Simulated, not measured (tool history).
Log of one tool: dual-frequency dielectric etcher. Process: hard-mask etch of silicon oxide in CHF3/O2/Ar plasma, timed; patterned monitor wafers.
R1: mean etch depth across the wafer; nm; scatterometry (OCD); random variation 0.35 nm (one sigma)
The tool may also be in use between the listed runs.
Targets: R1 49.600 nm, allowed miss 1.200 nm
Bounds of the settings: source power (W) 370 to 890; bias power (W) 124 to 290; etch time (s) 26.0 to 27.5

run 1 day=0.000 | source_power_(W)=630 bias_power_(W)=207 etch_time_(s)=26.0 | R1=57.927
run 2 day=0.208 | source_power_(W)=610 bias_power_(W)=205 etch_time_(s)=26.0 | R1=56.793
run 3 day=0.375 | source_power_(W)=610 bias_power_(W)=226 etch_time_(s)=26.0 | R1=58.354
run 4 day=0.467 | source_power_(W)=610 bias_power_(W)=226 etch_time_(s)=26.0 | R1=58.551
run 5 day=0.654 | source_power_(W)=510 bias_power_(W)=226 etch_time_(s)=26.0 | R1=55.723
run 6 day=0.983 | source_power_(W)=490 bias_power_(W)=222 etch_time_(s)=26.0 | R1=54.601
run 7 day=1.083 | source_power_(W)=480 bias_power_(W)=219 etch_time_(s)=26.0 | R1=54.755
run 8 day=1.392 | source_power_(W)=370 bias_power_(W)=182 etch_time_(s)=26.0 | R1=47.477
run 9 day=1.425 | source_power_(W)=380 bias_power_(W)=183 etch_time_(s)=26.0 | R1=48.274

Which of these 5 next moves meets every target?
run A day=1.458 | source_power_(W)=400 bias_power_(W)=173 etch_time_(s)=26.0 | R1=?
run B day=1.458 | source_power_(W)=380 bias_power_(W)=190 etch_time_(s)=26.5 | R1=?
run C day=1.458 | source_power_(W)=370 bias_power_(W)=185 etch_time_(s)=26.0 | R1=?
run D day=1.458 | source_power_(W)=370 bias_power_(W)=164 etch_time_(s)=26.0 | R1=?
run E day=1.458 | source_power_(W)=370 bias_power_(W)=169 etch_time_(s)=26.0 | R1=?

move=A R1=48.018
move=B R1=49.539
move=C R1=47.890
move=D R1=46.321
move=E R1=46.701
A: further off than the last run
B: meets every target
C: further off than the last run
D: further off than the last run
E: further off than the last run
Answer: B
